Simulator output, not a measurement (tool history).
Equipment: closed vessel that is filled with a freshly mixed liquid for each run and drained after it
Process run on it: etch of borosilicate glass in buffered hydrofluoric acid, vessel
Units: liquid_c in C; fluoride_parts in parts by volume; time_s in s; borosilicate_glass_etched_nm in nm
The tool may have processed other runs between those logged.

run 1 hour=0.0 | liquid_c=25.0 fluoride_parts=18.0 time_s=90 | borosilicate_glass_etched_nm=58.872
run 2 hour=2.3 | liquid_c=25.0 fluoride_parts=16.0 time_s=90 | borosilicate_glass_etched_nm=66.714
run 3 hour=5.1 | liquid_c=25.0 fluoride_parts=11.0 time_s=90 | borosilicate_glass_etched_nm=94.325
run 4 hour=14.1 | liquid_c=25.0 fluoride_parts=11.0 time_s=95 | borosilicate_glass_etched_nm=101.420
run 5 hour=20.1 | liquid_c=24.0 fluoride_parts=12.0 time_s=95 | borosilicate_glass_etched_nm=87.385
-- hour=21.8 hydrofluoric acid flow meter replaced
run 6 hour=21.8 | liquid_c=24.0 fluoride_parts=12.0 time_s=90 | borosilicate_glass_etched_nm=91.802
run 7 hour=28.2 | liquid_c=24.0 fluoride_parts=13.5 time_s=90 | borosilicate_glass_etched_nm=83.832

What does the tool deliver on the next run?
run 8 hour=34.1 | liquid_c=24.5 fluoride_parts=14.5 time_s=90 | borosilicate_glass_etched_nm=?

{"run 8": {"borosilicate_glass_etched_nm": 78.035}}
